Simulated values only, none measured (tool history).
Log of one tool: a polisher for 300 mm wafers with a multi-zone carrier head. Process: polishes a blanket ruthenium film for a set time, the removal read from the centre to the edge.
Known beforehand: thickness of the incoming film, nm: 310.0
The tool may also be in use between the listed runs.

run  hour  flow of slurry (ml/min)  pressure of the head's centre zone  pressure of the head's middle zone  pressure of the head's edge zone  polishing time (s)  film removed at the wafer's centre (Å)  film removed at mid-radius (Å)  film removed at the wafer's edge (Å)
  1   0.0                      250                                1.00                                1.00                              1.00                  44                                  590.29                          561.32                                543.72
  2   6.9                      250                                1.00                                1.04                              1.00                  44                                  587.25                          595.22                                551.44
  3  10.4                      240                                0.97                                1.02                              1.02                  41                                  526.62                          550.06                                508.81
  4  11.0                      235                                0.94                                0.98                              1.05                  38                                  467.54                          482.47                                475.44
  5  19.4                      225                                0.92                                0.95                              1.06                  36                                  432.58                          441.08                                453.29
  6  21.3                      215                                0.90                                0.93                              1.06                  34                                  392.48                          417.84                                418.97
  7  27.5                      215                                0.89                                0.91                              1.08                  33                                  380.16                          392.59                                415.00
  8  31.4                      170                                0.81                                0.84                              1.07                  24                                  242.25                          266.90                                292.78
  9  35.6                      195                                0.81                                0.84                              1.08                  24                                  246.60                          269.88                                299.02
 10  41.3                      215                                0.82                                0.84                              1.09                  24                                  253.06                          275.08                                303.00
     42.4  -- edge zone pressure recalibrated
 11  42.4                      285                                0.86                                0.81                              1.19                  27                                  314.77                          310.45                                388.67
 12  44.9                      270                                0.86                                0.81                              1.18                  27                                  310.45                          310.71                                381.86
 13  50.2                      255                                0.86                                0.81                              1.17                  27                                  313.30                          311.38                                380.12
 14  53.4                      250                                0.85                                0.81                              1.16                  27                                  306.54                          312.61                                379.89
 15  60.5                      255                                0.85                                0.81                              1.15                  27                                  303.16                          311.86                                381.94
 16  64.5                      245                                0.85                                0.81                              1.15                  27                                  302.14                          302.62                                374.53
 17  70.0                      235                                0.85                                0.81                              1.14                  27                                  302.42                          307.73                                378.80
 18  72.7                      240                                0.85                                0.81                              1.13                  27                                  300.62                          306.96                                380.50
 19  74.0                      230                                0.85                                0.81                              1.13                  27                                  302.38                          308.62                                370.71
 20  79.4                      225                                0.85                                0.81                              1.12                  27                                  303.46                          304.73                                368.21
 21  87.8                      220                                0.85                                0.81                              1.11                  27                                  298.70                          299.07                                368.79
 22  93.6                      215                                0.85                                0.81                              1.10                  27                                  298.19                          305.64                                363.72
 23  95.0                      210                                0.85                                0.81                              1.10                  27                                  296.50                          299.87                                359.94

Run 24 is up next; what results do you expect?
 24  103.8                      205                                0.85                                0.81                              1.10                  27                                       ?                               ?                                     ?

{"run 24": {"film removed at the wafer's centre (Å)": 291.32, "film removed at mid-radius (Å)": 300.97, "film removed at the wafer's edge (Å)": 364.9}}
